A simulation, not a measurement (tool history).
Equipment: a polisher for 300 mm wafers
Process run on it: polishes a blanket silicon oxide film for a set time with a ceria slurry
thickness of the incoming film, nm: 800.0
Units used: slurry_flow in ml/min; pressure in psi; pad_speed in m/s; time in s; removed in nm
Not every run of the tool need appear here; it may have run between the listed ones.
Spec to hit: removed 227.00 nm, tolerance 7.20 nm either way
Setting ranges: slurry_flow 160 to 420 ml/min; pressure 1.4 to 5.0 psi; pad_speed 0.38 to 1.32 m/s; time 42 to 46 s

run,hour,slurry_flow,pressure,pad_speed,time,removed
1,0.0,270,3.2,0.84,46,154.11
2,3.7,270,3.2,0.84,46,154.68
3,11.7,270,3.6,0.84,46,173.27
4,15.4,270,3.9,0.84,46,182.91
5,22.5,335,3.9,0.84,46,187.51
6,27.7,335,4.1,0.84,46,200.12
7,30.8,335,4.2,0.84,46,203.83
8,37.4,335,4.3,0.84,46,207.52
9,46.1,335,4.4,0.84,46,212.81
10,50.7,335,4.5,0.84,46,218.54

Of the 4 settings listed for the next run, only one would bring every result within its allowed miss of target. Which one?
A,55.3,340,4.7,0.80,46,?
B,55.3,345,4.6,0.86,46,?
C,55.3,330,4.4,0.90,43,?
D,55.3,310,4.9,0.82,43,?

move,removed
A,217.92
B,229.14
C,213.59
D,215.71
A: moves away from the targets compared with the last run
B: every result lands within tolerance
C: moves away from the targets compared with the last run
D: moves away from the targets compared with the last run
The move that meets every target is B.
